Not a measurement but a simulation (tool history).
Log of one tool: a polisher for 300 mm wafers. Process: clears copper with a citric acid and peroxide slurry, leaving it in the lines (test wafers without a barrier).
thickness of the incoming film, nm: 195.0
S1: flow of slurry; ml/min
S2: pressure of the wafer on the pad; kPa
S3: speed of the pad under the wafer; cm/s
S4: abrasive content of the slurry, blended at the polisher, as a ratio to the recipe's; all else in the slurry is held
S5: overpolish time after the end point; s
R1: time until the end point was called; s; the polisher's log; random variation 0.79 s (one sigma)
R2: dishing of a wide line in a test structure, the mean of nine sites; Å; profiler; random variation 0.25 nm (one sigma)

{"run": 1, "day": 0.0, "S1": 215, "S2": 15.2, "S3": 128, "S4": 1.0, "S5": 15, "R1": 94.261, "R2": 221.79}
{"run": 2, "day": 0.129, "S1": 215, "S2": 16.5, "S3": 130, "S4": 1.0, "S5": 13, "R1": 87.565, "R2": 214.29}
{"run": 3, "day": 0.212, "S1": 215, "S2": 16.5, "S3": 106, "S4": 1.0, "S5": 13, "R1": 108.91, "R2": 182.05}
{"run": 4, "day": 0.467, "S1": 215, "S2": 16.5, "S3": 106, "S4": 1.2, "S5": 13, "R1": 101.09, "R2": 192.41}
{"run": 5, "day": 0.558, "S1": 215, "S2": 16.5, "S3": 106, "S4": 1.35, "S5": 13, "R1": 97.03, "R2": 195.97}
{"run": 6, "day": 0.792, "S1": 205, "S2": 17.2, "S3": 114, "S4": 1.4, "S5": 11, "R1": 86.494, "R2": 190.0}

The next listed run, before its measurement:
{"run": 7, "day": 1.158, "S1": 190, "S2": 17.9, "S3": 120, "S4": 1.4, "S5": 9, "R1": "?", "R2": "?"}

Run 7 gave R1 78.540 s, R2 167.90 Å.

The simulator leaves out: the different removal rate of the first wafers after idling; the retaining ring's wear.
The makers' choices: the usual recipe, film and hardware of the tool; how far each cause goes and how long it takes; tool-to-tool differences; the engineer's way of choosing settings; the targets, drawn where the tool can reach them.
